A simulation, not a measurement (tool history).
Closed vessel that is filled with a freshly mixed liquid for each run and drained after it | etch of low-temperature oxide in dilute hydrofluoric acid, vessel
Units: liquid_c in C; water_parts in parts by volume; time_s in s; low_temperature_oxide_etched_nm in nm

| run | day | liquid_c | water_parts | time_s | low_temperature_oxide_etched_nm |
|---|---|---|---|---|---|
| 1 | 0 | 25 | 270 | 705 | 47.142 |
| 2 | 0.292 | 27.5 | 270 | 705 | 50.991 |
| 3 | 0.458 | 25.5 | 280 | 705 | 45.375 |
| 4 | 0.608 | 23.5 | 285 | 705 | 41.147 |
| 5 | 0.783 | 23.5 | 285 | 760 | 44.933 |
| 6 | 0.821 | 22 | 290 | 760 | 40.986 |
| 7 | 0.867 | 21 | 295 | 760 | 38.947 |
| 8 | 1.146 | 20 | 300 | 760 | 36.543 |
| 9 | 1.167 | 19.5 | 305 | 760 | 35.413 |

Forecast run 10:
| 10 | 1.208 | 19 | 310 | 760 | ? |

{"run 10": {"low_temperature_oxide_etched_nm": 33.817}}

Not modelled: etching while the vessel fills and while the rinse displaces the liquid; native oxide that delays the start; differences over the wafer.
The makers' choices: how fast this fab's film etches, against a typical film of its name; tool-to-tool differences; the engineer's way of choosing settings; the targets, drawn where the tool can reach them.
